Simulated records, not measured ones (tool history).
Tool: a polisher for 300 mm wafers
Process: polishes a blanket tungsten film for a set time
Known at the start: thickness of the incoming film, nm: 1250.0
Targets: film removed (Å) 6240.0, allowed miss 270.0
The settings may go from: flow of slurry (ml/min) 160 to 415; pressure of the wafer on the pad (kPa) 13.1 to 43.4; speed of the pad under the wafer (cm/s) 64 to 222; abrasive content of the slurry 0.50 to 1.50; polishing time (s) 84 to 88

run  hour  flow of slurry (ml/min)  pressure of the wafer on the pad (kPa)  speed of the pad under the wafer (cm/s)  abrasive content of the slurry  polishing time (s)  film removed (Å)
  1   0.0                      265                                    28.3                                      142                            1.00                  84            5065.8
  2   4.6                      265                                    28.3                                      142                            0.80                  84            5037.4
  3  13.2                      265                                    28.3                                      142                            0.65                  84            4922.6
  4  18.3                      265                                    23.4                                      142                            0.65                  84            4159.1
  5  21.9                      265                                    25.5                                      142                            0.65                  84            4312.0
  6  25.7                      265                                    27.6                                      142                            0.65                  84            4749.2
  7  33.3                      265                                    29.0                                      142                            0.65                  84            4977.2
  8  35.8                      265                                    30.3                                      142                            0.65                  84            5207.0

5 next moves are on the table. One of them brings every result within its allowed miss. Which?
  A  38.3                      300                                    27.6                                      142                            0.65                  84                 ?
  B  38.3                      290                                    27.6                                      124                            0.80                  84                 ?
  C  38.3                      270                                    31.0                                      114                            0.70                  84                 ?
  D  38.3                      245                                    35.9                                      144                            0.65                  85                 ?
  E  38.3                      255                                    24.8                                      136                            0.70                  86                 ?

move  film removed (Å)
   A            4820.8
   B            4323.1
   C            4369.4
   D            6268.7
   E            4250.6
A: further off than the last run
B: further off than the last run
C: further off than the last run
D: meets every target
E: further off than the last run
Move D is the one to make.
